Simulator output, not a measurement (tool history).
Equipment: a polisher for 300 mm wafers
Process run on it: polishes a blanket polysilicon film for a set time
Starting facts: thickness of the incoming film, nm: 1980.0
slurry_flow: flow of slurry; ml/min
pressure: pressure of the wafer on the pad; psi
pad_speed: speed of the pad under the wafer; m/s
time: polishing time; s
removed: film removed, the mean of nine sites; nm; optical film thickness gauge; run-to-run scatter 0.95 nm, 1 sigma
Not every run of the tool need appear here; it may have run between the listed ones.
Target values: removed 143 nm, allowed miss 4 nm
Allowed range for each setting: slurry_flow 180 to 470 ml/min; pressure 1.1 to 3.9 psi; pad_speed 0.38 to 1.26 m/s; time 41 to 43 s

{"run": 1, "hour": 0.0, "slurry_flow": 300, "pressure": 2.5, "pad_speed": 0.82, "time": 41, "removed": 238.86}
{"run": 2, "hour": 8.3, "slurry_flow": 300, "pressure": 2.8, "pad_speed": 0.82, "time": 41, "removed": 267.57}
{"run": 3, "hour": 13.5, "slurry_flow": 300, "pressure": 2.8, "pad_speed": 0.82, "time": 43, "removed": 277.76}
{"run": 4, "hour": 14.1, "slurry_flow": 300, "pressure": 2.4, "pad_speed": 0.82, "time": 43, "removed": 242.57}
{"run": 5, "hour": 20.2, "slurry_flow": 300, "pressure": 2, "pad_speed": 0.8, "time": 43, "removed": 201.02}
{"run": 6, "hour": 23.3, "slurry_flow": 300, "pressure": 1.8, "pad_speed": 0.8, "time": 43, "removed": 189.26}
{"run": 7, "hour": 31.2, "slurry_flow": 300, "pressure": 1.8, "pad_speed": 0.8, "time": 43, "removed": 188.26}
{"run": 8, "hour": 34.0, "slurry_flow": 300, "pressure": 1.6, "pad_speed": 0.8, "time": 43, "removed": 171.52}
{"run": 9, "hour": 37.7, "slurry_flow": 300, "pressure": 1.5, "pad_speed": 0.8, "time": 43, "removed": 160.77}
{"run": 10, "hour": 42.5, "slurry_flow": 300, "pressure": 1.5, "pad_speed": 0.8, "time": 43, "removed": 161.48}
{"run": 11, "hour": 47.0, "slurry_flow": 300, "pressure": 1.4, "pad_speed": 0.8, "time": 43, "removed": 155.51}

Below are 4 possible settings for the next run. Only one of them brings all results inside the allowed miss of their targets. Which is it?
{"run": "A", "hour": 51.5, "slurry_flow": 180, "pressure": 1.5, "pad_speed": 0.8, "time": 41, "removed": "?"}
{"run": "B", "hour": 51.5, "slurry_flow": 285, "pressure": 1.7, "pad_speed": 0.72, "time": 41, "removed": "?"}
{"run": "C", "hour": 51.5, "slurry_flow": 330, "pressure": 1.4, "pad_speed": 0.88, "time": 43, "removed": "?"}
{"run": "D", "hour": 51.5, "slurry_flow": 300, "pressure": 1.9, "pad_speed": 0.7, "time": 43, "removed": "?"}

move=A removed=145.02
move=B removed=154.87
move=C removed=170.23
move=D removed=174.13
A: every result lands within tolerance
B: closer than the last run, but not yet in spec
C: its largest miss is bigger than the last run's
D: its largest miss is bigger than the last run's
A is the move that brings every result within its allowed miss.
